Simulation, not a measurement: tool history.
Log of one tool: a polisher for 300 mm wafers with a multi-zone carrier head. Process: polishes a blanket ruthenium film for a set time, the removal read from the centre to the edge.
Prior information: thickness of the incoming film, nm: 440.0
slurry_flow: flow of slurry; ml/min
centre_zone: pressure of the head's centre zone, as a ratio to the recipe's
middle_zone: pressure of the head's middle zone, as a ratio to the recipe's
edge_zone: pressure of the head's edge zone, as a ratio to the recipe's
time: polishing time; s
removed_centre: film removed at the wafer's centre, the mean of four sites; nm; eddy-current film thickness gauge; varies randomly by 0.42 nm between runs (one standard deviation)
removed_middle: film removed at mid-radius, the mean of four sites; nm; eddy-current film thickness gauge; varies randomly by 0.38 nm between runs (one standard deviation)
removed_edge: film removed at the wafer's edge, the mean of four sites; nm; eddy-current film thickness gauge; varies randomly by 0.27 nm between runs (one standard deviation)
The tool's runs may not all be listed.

run 1 hour=0 | slurry_flow=135 centre_zone=1 middle_zone=1 edge_zone=1 time=58 | removed_centre=48.168 removed_middle=47.608 removed_edge=46.172
run 2 hour=1.7 | slurry_flow=135 centre_zone=1.07 middle_zone=1 edge_zone=1 time=58 | removed_centre=50.407 removed_middle=48.384 removed_edge=46.398
run 3 hour=4.6 | slurry_flow=125 centre_zone=1.01 middle_zone=0.99 edge_zone=0.98 time=54 | removed_centre=43.619 removed_middle=43.572 removed_edge=41.849
run 4 hour=10.9 | slurry_flow=115 centre_zone=0.97 middle_zone=0.96 edge_zone=0.95 time=52 | removed_centre=39.36 removed_middle=40.312 removed_edge=39.449
run 5 hour=19.9 | slurry_flow=110 centre_zone=0.95 middle_zone=0.94 edge_zone=0.93 time=50 | removed_centre=36.845 removed_middle=38.184 removed_edge=37.677
run 6 hour=25.5 | slurry_flow=105 centre_zone=0.94 middle_zone=0.92 edge_zone=0.91 time=49 | removed_centre=35.497 removed_middle=36.159 removed_edge=36.314

Run 7, settings as shown, results not yet in. Your forecast:
run 7 hour=30.5 | slurry_flow=100 centre_zone=0.93 middle_zone=0.91 edge_zone=0.89 time=48 | removed_centre=? removed_middle=? removed_edge=?

Logged for run 7: removed_centre 34.963 nm, removed_middle 35.086 nm, removed_edge 35.208 nm.

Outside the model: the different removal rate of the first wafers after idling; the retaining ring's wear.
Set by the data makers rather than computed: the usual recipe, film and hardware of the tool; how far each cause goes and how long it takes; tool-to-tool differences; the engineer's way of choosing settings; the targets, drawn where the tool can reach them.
